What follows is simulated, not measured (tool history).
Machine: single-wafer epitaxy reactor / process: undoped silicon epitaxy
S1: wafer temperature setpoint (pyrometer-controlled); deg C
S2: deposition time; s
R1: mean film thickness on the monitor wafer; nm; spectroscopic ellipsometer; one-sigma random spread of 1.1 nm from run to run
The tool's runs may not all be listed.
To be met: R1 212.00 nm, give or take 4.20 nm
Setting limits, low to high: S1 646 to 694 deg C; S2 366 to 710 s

run  hour   S1   S2      R1
  1   0.0  670  538  135.54
  2   4.4  674  539  146.25
  3   8.8  674  465  126.61
  4  11.8  674  415  112.56
  5  15.4  674  470  128.35
  6  24.5  677  477  137.16
  7  28.7  680  485  147.32
  8  35.5  682  493  154.66
  9  41.2  684  501  163.18
 10  45.1  686  508  172.30
 11  49.5  687  513  176.08
 12  58.1  688  518  182.17

Exactly one of the 5 candidate moves below puts every result within its allowed miss. Which one?
  A  66.7  691  575   ?
  B  66.7  689  614   ?
  C  66.7  694  569   ?
  D  66.7  684  627   ?
  E  66.7  694  564   ?

move      R1
   A  213.81
   B  220.36
   C  223.06
   D  205.85
   E  221.10
A: every result within its allowed miss
B: takes the result that was furthest off past its target
C: takes the result that was furthest off past its target
D: moves toward the targets from the last run without getting all of them in spec
E: takes the result that was furthest off past its target
A is the move that brings every result within its allowed miss.
